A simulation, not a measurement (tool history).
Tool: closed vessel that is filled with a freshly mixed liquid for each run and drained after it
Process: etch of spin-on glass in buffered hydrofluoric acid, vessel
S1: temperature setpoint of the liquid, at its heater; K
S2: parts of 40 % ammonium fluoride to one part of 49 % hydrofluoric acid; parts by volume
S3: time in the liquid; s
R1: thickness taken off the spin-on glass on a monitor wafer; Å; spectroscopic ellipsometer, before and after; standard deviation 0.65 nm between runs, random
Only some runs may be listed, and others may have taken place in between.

run  hour      S1    S2   S3      R1
  1     0  295.15  23.5   90  943.02
  2     3  298.65  23.5   90  1155.8
  3   6.6  298.65    30   90  974.04
  4  15.5  300.15    29   90  1076.2
  5  17.4  297.65    29   90  947.62
  6  18.8  297.65    29  100  1047.3
  7  24.8  299.15    29  100  1134.2

Predict the results of run 8:
  8  26.1  300.15  29  100   ?

For run 8 the tool returned R1 1203.4 Å.
